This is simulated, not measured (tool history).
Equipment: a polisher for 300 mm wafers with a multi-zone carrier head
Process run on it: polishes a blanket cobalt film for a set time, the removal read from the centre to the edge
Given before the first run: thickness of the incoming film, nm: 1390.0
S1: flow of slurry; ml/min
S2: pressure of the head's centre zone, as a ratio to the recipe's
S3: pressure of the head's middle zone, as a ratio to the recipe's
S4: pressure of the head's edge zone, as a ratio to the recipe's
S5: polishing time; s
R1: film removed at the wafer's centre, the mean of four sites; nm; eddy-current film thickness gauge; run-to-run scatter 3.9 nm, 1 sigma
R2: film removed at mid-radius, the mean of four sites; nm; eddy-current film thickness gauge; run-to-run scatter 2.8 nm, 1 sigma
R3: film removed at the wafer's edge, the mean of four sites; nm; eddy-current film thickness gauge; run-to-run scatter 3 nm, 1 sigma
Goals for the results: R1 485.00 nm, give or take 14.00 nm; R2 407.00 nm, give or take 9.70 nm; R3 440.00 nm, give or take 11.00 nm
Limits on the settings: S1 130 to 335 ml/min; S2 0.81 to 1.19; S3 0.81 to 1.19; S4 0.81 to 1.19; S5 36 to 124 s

| run | hour | S1 | S2 | S3 | S4 | S5 | R1 | R2 | R3 |
|---|---|---|---|---|---|---|---|---|---|
| 1 | 0.0 | 215 | 1.00 | 1.00 | 1.00 | 79 | 321.33 | 321.57 | 322.71 |
| 2 | 1.8 | 180 | 1.00 | 1.00 | 1.00 | 79 | 306.24 | 310.91 | 318.14 |
| 3 | 6.3 | 180 | 1.00 | 1.00 | 0.92 | 79 | 306.19 | 310.95 | 303.24 |
| 4 | 14.3 | 180 | 1.00 | 0.94 | 0.92 | 79 | 310.89 | 295.46 | 303.75 |
| 5 | 23.0 | 200 | 1.04 | 0.96 | 0.98 | 83 | 346.79 | 322.75 | 331.56 |
| 6 | 28.2 | 215 | 1.07 | 0.96 | 1.03 | 86 | 370.84 | 333.10 | 353.52 |
| 7 | 37.1 | 230 | 1.09 | 0.97 | 1.06 | 89 | 396.79 | 357.94 | 379.90 |
| 8 | 40.6 | 250 | 1.12 | 0.98 | 1.09 | 90 | 413.27 | 363.79 | 389.12 |
| 9 | 47.3 | 260 | 1.14 | 0.99 | 1.11 | 92 | 429.92 | 385.15 | 400.59 |
| 10 | 52.6 | 270 | 1.15 | 0.98 | 1.12 | 93 | 449.30 | 377.58 | 411.96 |
| 11 | 56.5 | 280 | 1.16 | 0.99 | 1.14 | 94 | 459.90 | 392.04 | 415.44 |
| 12 | 63.0 | 280 | 1.16 | 0.99 | 1.15 | 95 | 465.19 | 395.29 | 424.95 |

5 next moves are on the table. One of them brings every result within its allowed miss. Which?
| A | 69.5 | 305 | 1.12 | 0.98 | 1.14 | 98 | ? | ? | ? |
| B | 69.5 | 245 | 1.16 | 0.96 | 1.09 | 102 | ? | ? | ? |
| C | 69.5 | 300 | 1.15 | 0.96 | 1.17 | 101 | ? | ? | ? |
| D | 69.5 | 255 | 1.15 | 0.94 | 1.19 | 97 | ? | ? | ? |
| E | 69.5 | 305 | 1.17 | 0.91 | 1.13 | 98 | ? | ? | ? |

| move | R1 | R2 | R3 |
|---|---|---|---|
| A | 461.06 | 400.60 | 438.79 |
| B | 484.29 | 400.24 | 438.64 |
| C | 487.06 | 405.04 | 457.91 |
| D | 458.87 | 375.69 | 438.06 |
| E | 481.55 | 376.43 | 437.22 |
A: its largest miss is bigger than the last run's
B: in spec on every target
C: meets the target for the result that was furthest off, but another lies outside its allowed miss
D: its largest miss is bigger than the last run's
E: meets the target for the result that was furthest off, but another lies outside its allowed miss
Correct choice: B, which meets every target
